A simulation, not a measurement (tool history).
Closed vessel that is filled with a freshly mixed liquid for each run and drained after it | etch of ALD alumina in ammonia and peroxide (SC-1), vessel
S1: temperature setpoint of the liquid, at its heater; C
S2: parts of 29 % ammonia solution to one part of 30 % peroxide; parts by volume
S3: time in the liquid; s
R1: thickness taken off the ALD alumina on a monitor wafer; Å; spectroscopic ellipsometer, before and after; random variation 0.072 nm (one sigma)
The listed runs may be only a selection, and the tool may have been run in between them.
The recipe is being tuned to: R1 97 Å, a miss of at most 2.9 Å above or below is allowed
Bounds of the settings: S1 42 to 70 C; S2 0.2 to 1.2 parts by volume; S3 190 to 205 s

Run 1, hour 0: S1 58 C, S2 0.85 parts by volume, S3 190 s. Result: R1 129.98 Å.
Run 2, hour 3.2: S1 58 C, S2 0.85 parts by volume, S3 190 s. Result: R1 129.75 Å.
Run 3, hour 8.9: S1 57.5 C, S2 0.85 parts by volume, S3 190 s. Result: R1 125.16 Å.
Run 4, hour 11.1: S1 57.5 C, S2 0.65 parts by volume, S3 190 s. Result: R1 122.67 Å.
Run 5, hour 12.4: S1 57 C, S2 0.65 parts by volume, S3 190 s. Result: R1 118.84 Å.
Run 6, hour 16: S1 56.5 C, S2 0.65 parts by volume, S3 190 s. Result: R1 116.85 Å.
Run 7, hour 21.8: S1 56 C, S2 0.65 parts by volume, S3 190 s. Result: R1 114.64 Å.
Run 8, hour 28.2: S1 55.5 C, S2 0.65 parts by volume, S3 190 s. Result: R1 110.39 Å.
Run 9, hour 37.6: S1 55 C, S2 0.65 parts by volume, S3 190 s. Result: R1 107.67 Å.

Which one of the following 5 next-run settings gets every result inside its allowed miss? There is exactly one.
Run A, hour 47: S1 53.5 C, S2 0.5 parts by volume, S3 205 s. Result: R1 ?.
Run B, hour 47: S1 50 C, S2 0.75 parts by volume, S3 205 s. Result: R1 ?.
Run C, hour 47: S1 53 C, S2 0.65 parts by volume, S3 205 s. Result: R1 ?.
Run D, hour 47: S1 52 C, S2 0.65 parts by volume, S3 200 s. Result: R1 ?.
Run E, hour 47: S1 54 C, S2 0.85 parts by volume, S3 190 s. Result: R1 ?.

move      R1
   A  103.88
   B  89.262
   C  103.67
   D  95.822
   E  103.99
A: closes in on the targets versus the last run, not all within tolerance yet
B: moves the result that the last run missed by most past its target, out the other side
C: closes in on the targets versus the last run, not all within tolerance yet
D: meets every target
E: closes in on the targets versus the last run, not all within tolerance yet
Answer: D

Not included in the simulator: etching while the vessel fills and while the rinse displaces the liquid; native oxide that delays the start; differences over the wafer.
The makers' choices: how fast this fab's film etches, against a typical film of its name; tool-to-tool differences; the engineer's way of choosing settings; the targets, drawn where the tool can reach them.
